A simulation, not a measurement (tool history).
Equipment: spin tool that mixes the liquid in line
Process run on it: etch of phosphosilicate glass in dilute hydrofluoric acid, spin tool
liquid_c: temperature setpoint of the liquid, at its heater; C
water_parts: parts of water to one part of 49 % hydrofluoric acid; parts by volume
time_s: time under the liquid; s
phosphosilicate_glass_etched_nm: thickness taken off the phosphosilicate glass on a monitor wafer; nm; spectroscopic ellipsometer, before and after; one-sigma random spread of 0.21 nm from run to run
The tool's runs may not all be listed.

run    day  liquid_c  water_parts  time_s  phosphosilicate_glass_etched_nm
  1      0        24          215      15                           8.8226
  2    0.3        24          215      15                           8.6798
  3  0.592        24          275      15                           6.3575
  4  0.862      26.5          215      15                           9.6448
  5  0.904      26.5          215      15                           9.4641
  6  1.092        28          170      15                           13.214
  7  1.358        32           85      15                           35.347
  8  1.721        30           85      15                           31.939
  9  1.921        28           85      15                            29.62
 10  1.958      26.5           85      15                           28.252

Run 11 has not been measured yet. What should we expect?
 11  2.1        25           85      15                                ?

{"run 11": {"phosphosilicate_glass_etched_nm": 26.68}}
